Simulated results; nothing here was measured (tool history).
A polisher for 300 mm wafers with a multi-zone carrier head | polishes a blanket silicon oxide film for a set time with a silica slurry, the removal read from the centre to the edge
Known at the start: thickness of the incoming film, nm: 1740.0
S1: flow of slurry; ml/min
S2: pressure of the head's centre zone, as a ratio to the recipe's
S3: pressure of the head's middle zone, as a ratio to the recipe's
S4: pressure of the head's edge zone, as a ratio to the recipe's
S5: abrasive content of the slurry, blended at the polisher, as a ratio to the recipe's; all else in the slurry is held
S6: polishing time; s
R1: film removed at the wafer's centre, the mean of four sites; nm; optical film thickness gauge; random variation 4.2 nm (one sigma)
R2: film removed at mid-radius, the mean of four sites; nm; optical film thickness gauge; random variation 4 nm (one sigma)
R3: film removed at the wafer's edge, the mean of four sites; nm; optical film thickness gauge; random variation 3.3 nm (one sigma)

| run | hour | S1 | S2 | S3 | S4 | S5 | S6 | R1 | R2 | R3 |
|---|---|---|---|---|---|---|---|---|---|---|
| 1 | 0 | 175 | 1 | 1 | 1 | 1 | 57 | 259.45 | 259.89 | 263.98 |
| 2 | 6.1 | 175 | 1 | 0.93 | 1 | 1 | 57 | 256.78 | 248.75 | 254.36 |
| 3 | 14.5 | 175 | 1 | 1.01 | 1 | 1 | 57 | 256.57 | 257.47 | 259.43 |
| 4 | 19.2 | 175 | 1.06 | 1.01 | 1 | 1 | 57 | 266.52 | 262.56 | 253.28 |
| 5 | 22.3 | 190 | 1.09 | 1.05 | 1 | 1.05 | 57 | 280.38 | 275.26 | 263.96 |
| 6 | 23.6 | 190 | 1.16 | 1.05 | 1 | 1.05 | 57 | 296.65 | 284.31 | 270.13 |

Forecast run 7:
| 7 | 31.7 | 195 | 1.17 | 1.09 | 0.99 | 1.1 | 57 | ? | ? | ? |

{"run 7": {"R1": 304.92, "R2": 297, "R3": 274.97}}
